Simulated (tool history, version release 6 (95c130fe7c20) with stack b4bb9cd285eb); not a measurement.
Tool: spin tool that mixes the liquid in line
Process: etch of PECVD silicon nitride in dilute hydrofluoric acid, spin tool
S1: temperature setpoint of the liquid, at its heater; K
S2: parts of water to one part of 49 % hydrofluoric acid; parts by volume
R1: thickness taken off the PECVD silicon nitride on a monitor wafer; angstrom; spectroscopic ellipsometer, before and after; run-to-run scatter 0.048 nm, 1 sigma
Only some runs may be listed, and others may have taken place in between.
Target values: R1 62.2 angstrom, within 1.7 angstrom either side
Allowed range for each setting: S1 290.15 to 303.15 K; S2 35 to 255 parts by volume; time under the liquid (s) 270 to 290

{"run": 1, "day": 0.0, "S1": 295.15, "S2": 145, "time under the liquid (s)": 270, "R1": 71.605}
{"run": 2, "day": 0.229, "S1": 295.15, "S2": 180, "time under the liquid (s)": 270, "R1": 56.776}
{"run": 3, "day": 0.4, "S1": 295.15, "S2": 130, "time under the liquid (s)": 270, "R1": 79.485}
{"run": 4, "day": 0.588, "S1": 294.15, "S2": 130, "time under the liquid (s)": 270, "R1": 74.436}
{"run": 5, "day": 0.933, "S1": 294.15, "S2": 170, "time under the liquid (s)": 270, "R1": 57.29}
{"run": 6, "day": 0.958, "S1": 294.15, "S2": 125, "time under the liquid (s)": 270, "R1": 77.154}
{"run": 7, "day": 1.083, "S1": 293.15, "S2": 125, "time under the liquid (s)": 270, "R1": 71.406}
{"run": 8, "day": 1.196, "S1": 292.65, "S2": 125, "time under the liquid (s)": 270, "R1": 69.621}
{"run": 9, "day": 1.433, "S1": 292.15, "S2": 125, "time under the liquid (s)": 270, "R1": 66.288}
{"run": 10, "day": 1.592, "S1": 291.65, "S2": 125, "time under the liquid (s)": 270, "R1": 65.575}

Pick the move, out of 4, that brings all results within their allowed miss; only one does.
{"run": "A", "day": 1.75, "S1": 290.65, "S2": 110, "time under the liquid (s)": 275, "R1": "?"}
{"run": "B", "day": 1.75, "S1": 290.65, "S2": 115, "time under the liquid (s)": 280, "R1": "?"}
{"run": "C", "day": 1.75, "S1": 291.65, "S2": 140, "time under the liquid (s)": 285, "R1": "?"}
{"run": "D", "day": 1.75, "S1": 293.65, "S2": 140, "time under the liquid (s)": 270, "R1": "?"}

move=A R1=70.405
move=B R1=68.665
move=C R1=61.86
move=D R1=67.053
A: lands further from the targets than the last run did
B: lands further from the targets than the last run did
C: in spec on every target
D: lands further from the targets than the last run did
So the answer is move C, the one that meets all the targets.
